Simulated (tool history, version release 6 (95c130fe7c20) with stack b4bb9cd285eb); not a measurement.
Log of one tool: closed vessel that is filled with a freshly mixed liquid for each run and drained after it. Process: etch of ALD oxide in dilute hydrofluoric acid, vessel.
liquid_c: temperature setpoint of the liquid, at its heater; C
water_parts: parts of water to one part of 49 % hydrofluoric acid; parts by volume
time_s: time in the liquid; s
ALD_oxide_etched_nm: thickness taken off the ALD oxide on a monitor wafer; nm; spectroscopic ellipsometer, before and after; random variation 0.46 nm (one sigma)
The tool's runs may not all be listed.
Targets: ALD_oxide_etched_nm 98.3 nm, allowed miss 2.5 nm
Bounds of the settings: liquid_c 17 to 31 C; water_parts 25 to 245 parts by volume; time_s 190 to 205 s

Run 1, hour 0: liquid_c 23 C, water_parts 135 parts by volume, time_s 190 s. Result: ALD_oxide_etched_nm 26.762 nm.
Run 2, hour 2.3: liquid_c 23 C, water_parts 90 parts by volume, time_s 190 s. Result: ALD_oxide_etched_nm 42.624 nm.
Run 3, hour 6.4: liquid_c 23 C, water_parts 65 parts by volume, time_s 190 s. Result: ALD_oxide_etched_nm 60.702 nm.
Run 4, hour 10.2: liquid_c 26.5 C, water_parts 65 parts by volume, time_s 190 s. Result: ALD_oxide_etched_nm 69.196 nm.
Run 5, hour 16.8: liquid_c 26.5 C, water_parts 65 parts by volume, time_s 205 s. Result: ALD_oxide_etched_nm 75.461 nm.
Run 6, hour 20.8: liquid_c 26.5 C, water_parts 65 parts by volume, time_s 190 s. Result: ALD_oxide_etched_nm 70.428 nm.
Run 7, hour 23.5: liquid_c 27.5 C, water_parts 65 parts by volume, time_s 190 s. Result: ALD_oxide_etched_nm 72.26 nm.
Run 8, hour 30.8: liquid_c 31 C, water_parts 35 parts by volume, time_s 190 s. Result: ALD_oxide_etched_nm 161.33 nm.

4 next moves are on the table. One of them brings every result within its allowed miss. Which?
Run A, hour 38.1: liquid_c 31 C, water_parts 60 parts by volume, time_s 195 s. Result: ALD_oxide_etched_nm ?.
Run B, hour 38.1: liquid_c 30 C, water_parts 55 parts by volume, time_s 195 s. Result: ALD_oxide_etched_nm ?.
Run C, hour 38.1: liquid_c 29.5 C, water_parts 60 parts by volume, time_s 200 s. Result: ALD_oxide_etched_nm ?.
Run D, hour 38.1: liquid_c 29 C, water_parts 50 parts by volume, time_s 195 s. Result: ALD_oxide_etched_nm ?.

move  ALD_oxide_etched_nm
   A               93.115
   B               98.468
   C               90.104
   D               104.93
A: takes the result that was furthest off past its target
B: meets every target
C: takes the result that was furthest off past its target
D: nearer than the last run, and not there yet
Move B is the one to make.
